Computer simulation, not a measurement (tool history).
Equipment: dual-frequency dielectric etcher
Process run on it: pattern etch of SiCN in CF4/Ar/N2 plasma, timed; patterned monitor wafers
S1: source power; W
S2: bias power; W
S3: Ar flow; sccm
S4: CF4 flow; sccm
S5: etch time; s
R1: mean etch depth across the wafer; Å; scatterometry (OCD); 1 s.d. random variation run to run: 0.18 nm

run,hour,S1,S2,S3,S4,S5,R1
1,0,330,49,101,83,120,645.1
2,7.8,320,49,101,83,120,620.77
3,10.9,320,49,101,89,120,636.9
4,19.6,310,49,101,89,120,612.16
5,25.6,350,49,101,89,120,694.95
6,28.8,350,49,90,89,120,703.21
7,31.3,330,49,90,89,120,662.9

Expected results for the next run?
8,32.6,320,49,90,89,120,?

Run 8 produced R1 640.88 Å.

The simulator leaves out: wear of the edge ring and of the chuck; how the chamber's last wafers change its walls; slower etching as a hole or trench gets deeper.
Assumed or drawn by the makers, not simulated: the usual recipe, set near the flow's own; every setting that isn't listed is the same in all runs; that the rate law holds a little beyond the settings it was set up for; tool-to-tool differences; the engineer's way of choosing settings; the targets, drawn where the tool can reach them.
